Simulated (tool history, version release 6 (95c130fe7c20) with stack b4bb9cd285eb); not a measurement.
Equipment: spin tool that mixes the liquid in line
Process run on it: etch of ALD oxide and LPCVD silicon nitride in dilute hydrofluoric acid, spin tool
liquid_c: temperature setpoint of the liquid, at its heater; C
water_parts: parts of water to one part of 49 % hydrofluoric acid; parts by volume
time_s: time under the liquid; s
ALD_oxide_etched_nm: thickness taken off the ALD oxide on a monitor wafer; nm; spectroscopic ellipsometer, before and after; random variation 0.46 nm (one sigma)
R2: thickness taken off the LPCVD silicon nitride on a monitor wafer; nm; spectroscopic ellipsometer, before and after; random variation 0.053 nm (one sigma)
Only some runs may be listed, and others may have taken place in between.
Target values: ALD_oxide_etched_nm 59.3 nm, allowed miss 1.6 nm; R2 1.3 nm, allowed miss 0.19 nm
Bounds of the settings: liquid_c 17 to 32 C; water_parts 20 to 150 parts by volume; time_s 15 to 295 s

{"run": 1, "hour": 0.0, "liquid_c": 24, "water_parts": 85, "time_s": 150, "ALD_oxide_etched_nm": 52.51, "R2": 1.0244}
{"run": 2, "hour": 6.0, "liquid_c": 21, "water_parts": 85, "time_s": 150, "ALD_oxide_etched_nm": 45.765, "R2": 0.8514}
{"run": 3, "hour": 7.0, "liquid_c": 18.5, "water_parts": 85, "time_s": 150, "ALD_oxide_etched_nm": 41.442, "R2": 0.75064}
{"run": 4, "hour": 14.4, "liquid_c": 18.5, "water_parts": 85, "time_s": 100, "ALD_oxide_etched_nm": 27.609, "R2": 0.47049}
{"hour": 20.6, "done": "hydrofluoric acid flow meter replaced"}
{"run": 5, "hour": 20.6, "liquid_c": 20.5, "water_parts": 85, "time_s": 100, "ALD_oxide_etched_nm": 27.189, "R2": 0.49454}
{"run": 6, "hour": 25.7, "liquid_c": 23.5, "water_parts": 75, "time_s": 100, "ALD_oxide_etched_nm": 34.925, "R2": 0.66533}
{"run": 7, "hour": 28.9, "liquid_c": 25.5, "water_parts": 70, "time_s": 100, "ALD_oxide_etched_nm": 40.868, "R2": 0.87094}
{"run": 8, "hour": 35.6, "liquid_c": 28, "water_parts": 45, "time_s": 100, "ALD_oxide_etched_nm": 73.247, "R2": 1.4532}
{"run": 9, "hour": 40.7, "liquid_c": 27.5, "water_parts": 50, "time_s": 100, "ALD_oxide_etched_nm": 63.592, "R2": 1.3351}
{"run": 10, "hour": 42.0, "liquid_c": 26.5, "water_parts": 50, "time_s": 105, "ALD_oxide_etched_nm": 64.272, "R2": 1.3139}

Exercise: of the 5 proposed moves below, exactly one satisfies all targets within the stated allowed misses. Which move is it?
{"run": "A", "hour": 43.3, "liquid_c": 29.5, "water_parts": 50, "time_s": 100, "ALD_oxide_etched_nm": "?", "R2": "?"}
{"run": "B", "hour": 43.3, "liquid_c": 28, "water_parts": 70, "time_s": 130, "ALD_oxide_etched_nm": "?", "R2": "?"}
{"run": "C", "hour": 43.3, "liquid_c": 20.5, "water_parts": 45, "time_s": 130, "ALD_oxide_etched_nm": "?", "R2": "?"}
{"run": "D", "hour": 43.3, "liquid_c": 24, "water_parts": 35, "time_s": 90, "ALD_oxide_etched_nm": "?", "R2": "?"}
{"run": "E", "hour": 43.3, "liquid_c": 22, "water_parts": 35, "time_s": 100, "ALD_oxide_etched_nm": "?", "R2": "?"}

move=A ALD_oxide_etched_nm=69.647 R2=1.4957
move=B ALD_oxide_etched_nm=59.208 R2=1.2642
move=C ALD_oxide_etched_nm=70.086 R2=1.1792
move=D ALD_oxide_etched_nm=73.208 R2=1.3253
move=E ALD_oxide_etched_nm=74.793 R2=1.2842
A: the biggest miss grows against the last run
B: all results land within tolerance of their targets
C: the biggest miss grows against the last run
D: the biggest miss grows against the last run
E: the biggest miss grows against the last run
B meets every target.
